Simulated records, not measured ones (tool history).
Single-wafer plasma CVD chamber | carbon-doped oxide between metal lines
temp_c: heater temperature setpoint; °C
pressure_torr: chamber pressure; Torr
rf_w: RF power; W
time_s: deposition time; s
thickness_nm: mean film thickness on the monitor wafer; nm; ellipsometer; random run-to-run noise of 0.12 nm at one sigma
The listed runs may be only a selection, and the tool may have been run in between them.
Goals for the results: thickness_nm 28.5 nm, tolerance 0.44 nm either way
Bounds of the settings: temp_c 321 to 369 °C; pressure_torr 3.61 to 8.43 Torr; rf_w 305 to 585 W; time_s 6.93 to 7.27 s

run  hour  temp_c  pressure_torr  rf_w  time_s  thickness_nm
  1     0     345           6.02   445    7.27        34.509
  2   0.5     345           6.02   445    6.93        32.952
  3   7.1     347           5.81   435    6.93        32.154
  4  10.1     347           5.81   410    6.93        31.118
  5  13.2     347           5.81   410    6.93        31.115
  6  20.4     349           5.65   405    6.93        30.535
  7  25.4     351           5.54   405    6.93        30.246
  8  33.4     353           5.45   405    6.93        30.274
  9  34.7     354           5.33   400    6.93        29.771
 10  39.1     355           5.24   400    6.93        29.363
 11  41.9     356            5.2   400    6.93        29.427
     44.2  -- capacitance manometer re-zeroed and calibrated
 12  44.2     357           5.14   400    6.93        29.032
 13  51.9     358           5.12   400    6.93        29.053

Which of these 4 next moves meets every target?
  A  59.6     361           5.65   350    7.15             ?
  B  59.6     358           4.64   415    7.12             ?
  C  59.6     360           4.61   400    6.93             ?
  D  59.6     355           4.73   350    7.22             ?

move  thickness_nm
   A        27.889
   B        30.019
   C         28.43
   D        27.772
A: moves the result that the last run missed by most past its target, out the other side
B: misses by more than the last run did
C: each result inside its tolerance
D: moves the result that the last run missed by most past its target, out the other side
The right move is C.
